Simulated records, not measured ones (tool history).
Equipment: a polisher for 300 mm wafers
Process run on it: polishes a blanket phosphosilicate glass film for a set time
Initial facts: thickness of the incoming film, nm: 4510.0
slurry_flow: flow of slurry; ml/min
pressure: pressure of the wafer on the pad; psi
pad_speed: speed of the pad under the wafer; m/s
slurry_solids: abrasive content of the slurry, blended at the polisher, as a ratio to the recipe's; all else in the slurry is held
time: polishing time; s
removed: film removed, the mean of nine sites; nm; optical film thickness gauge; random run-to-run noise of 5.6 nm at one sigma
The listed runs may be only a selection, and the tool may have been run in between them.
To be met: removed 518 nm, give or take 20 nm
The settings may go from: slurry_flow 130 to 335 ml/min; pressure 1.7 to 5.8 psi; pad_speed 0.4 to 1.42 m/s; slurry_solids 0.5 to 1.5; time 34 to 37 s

run  hour  slurry_flow  pressure  pad_speed  slurry_solids  time  removed
  1     0          215       3.7        0.9              1    37    307.9
  2   1.8          215       4.2        0.9              1    37   343.11
  3   9.8          240       4.2        0.9              1    37   348.36
  4  17.7          240       4.4        0.9              1    37   355.48
  5  24.4          240       4.5       0.92              1    37    366.6
  6  31.4          240       4.5       1.02              1    37   388.29
  7  36.1          240       4.6       1.02              1    37   392.72
  8  44.4          245       5.6       1.04              1    37   470.04
  9  46.1          245       5.7        1.1              1    37   476.85
 10  52.5          245       5.7        1.1              1    37   496.35
 11    54          245       5.8       1.12              1    37   494.86
 12  60.5          245       5.8       1.12              1    37   499.69

Exactly one of the 4 candidate moves below puts every result within its allowed miss. Which one?
  A    67          320       5.7        1.1            1.3    34        ?
  B    67          240       5.4       1.04            1.1    35        ?
  C    67          235       5.6       1.12           1.05    35        ?
  D    67          280       5.6       1.38           0.85    35        ?

move  removed
   A   525.97
   B   451.74
   C   470.12
   D   470.52
A: in spec on every target
B: the biggest miss grows against the last run
C: the biggest miss grows against the last run
D: the biggest miss grows against the last run
Go with A: it meets all targets.
